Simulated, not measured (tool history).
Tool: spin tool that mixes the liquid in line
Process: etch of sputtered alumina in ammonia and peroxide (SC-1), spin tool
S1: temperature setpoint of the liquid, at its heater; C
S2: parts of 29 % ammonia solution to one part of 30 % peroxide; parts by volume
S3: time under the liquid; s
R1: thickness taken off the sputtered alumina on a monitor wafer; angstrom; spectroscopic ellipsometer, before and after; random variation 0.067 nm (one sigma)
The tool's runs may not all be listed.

run 1 hour=0 | S1=62 S2=0.6 S3=270 | R1=255.58
run 2 hour=4.1 | S1=62 S2=0.4 S3=270 | R1=245.03
run 3 hour=8.4 | S1=62 S2=0.6 S3=270 | R1=256.18
run 4 hour=12.2 | S1=66.5 S2=0.6 S3=270 | R1=317.21
run 5 hour=19.5 | S1=69.5 S2=0.6 S3=270 | R1=368.08
run 6 hour=25.1 | S1=69.5 S2=0.6 S3=270 | R1=366.48
run 7 hour=27.3 | S1=63.5 S2=0.6 S3=270 | R1=274.38
run 8 hour=30.7 | S1=59.5 S2=0.6 S3=270 | R1=222.39

The next listed run, before its measurement:
run 9 hour=34.3 | S1=51.5 S2=0.6 S3=270 | R1=?

{"run 9": {"R1": 147.07}}
